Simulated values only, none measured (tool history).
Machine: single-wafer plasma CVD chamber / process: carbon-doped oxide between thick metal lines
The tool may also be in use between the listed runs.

run	hour	heater temperature setpoint (°C)	chamber pressure (Torr)	RF power (W)	deposition time (s)	mean film thickness on the monitor wafer (nm)
1	0.0	360	4.81	665	131	731.27
2	1.6	360	4.81	665	131	731.22
3	7.2	360	4.81	665	131	733.36
4	13.0	360	4.81	665	136	759.52
5	19.2	359	4.96	690	136	792.02
6	23.0	359	4.96	690	131	755.41
7	26.6	359	5.13	710	131	773.10
8	28.7	359	5.26	730	131	798.95
9	31.4	359	5.40	740	131	809.98

Forecast run 10:
10	39.2	359	5.53	750	131	?

{"run 10": {"mean film thickness on the monitor wafer (nm)": 806.2}}
